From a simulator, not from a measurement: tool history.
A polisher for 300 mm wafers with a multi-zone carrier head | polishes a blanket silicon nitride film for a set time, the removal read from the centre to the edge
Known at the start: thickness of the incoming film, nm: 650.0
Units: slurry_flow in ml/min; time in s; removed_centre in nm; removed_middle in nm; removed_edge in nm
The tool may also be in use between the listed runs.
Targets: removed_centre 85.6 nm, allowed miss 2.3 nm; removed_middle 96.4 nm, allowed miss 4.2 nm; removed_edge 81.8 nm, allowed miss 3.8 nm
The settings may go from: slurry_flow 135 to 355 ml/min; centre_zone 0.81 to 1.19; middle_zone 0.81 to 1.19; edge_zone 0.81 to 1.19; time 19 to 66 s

run,hour,slurry_flow,centre_zone,middle_zone,edge_zone,time,removed_centre,removed_middle,removed_edge
1,0,225,1,1,1,42,97.884,98.729,98.999
2,6.8,225,0.93,1,1,42,90.558,97.162,98.374
3,13.6,265,0.93,1,1,42,93.753,101.37,98.571
4,17,265,0.93,1,0.92,42,93.896,101.81,95.022
5,17.5,315,0.93,1,0.92,42,95.224,99.948,95.937
6,21.9,315,0.9,1,0.92,42,92.558,101.13,97.694
7,27.9,305,0.91,1.02,0.88,41,90.044,101.29,92.786
8,30.8,300,0.93,1.03,0.86,40,90.327,100.23,87.418
9,39.1,295,0.93,1.03,0.84,40,91.014,101.96,87.308
10,47.2,295,0.93,1.02,0.83,39,89.371,95.596,86.484

Which of these 5 next moves meets every target?
A,55.3,260,0.83,0.85,0.9,45,?,?,?
B,55.3,280,0.88,0.99,0.83,41,?,?,?
C,55.3,260,0.99,1.13,0.92,36,?,?,?
D,55.3,290,0.89,1.04,0.93,39,?,?,?
E,55.3,305,1.06,0.99,0.81,37,?,?,?

move,removed_centre,removed_middle,removed_edge
A,90.334,91.963,100.13
B,87.692,95.397,88.263
C,85.446,92.746,80.622
D,84.628,94.776,88.559
E,95.112,86.672,79.262
A: further off than the last run
B: brings the result that was furthest off to its target, and leaves another outside
C: meets every target
D: brings the result that was furthest off to its target, and leaves another outside
E: further off than the last run
Answer: C
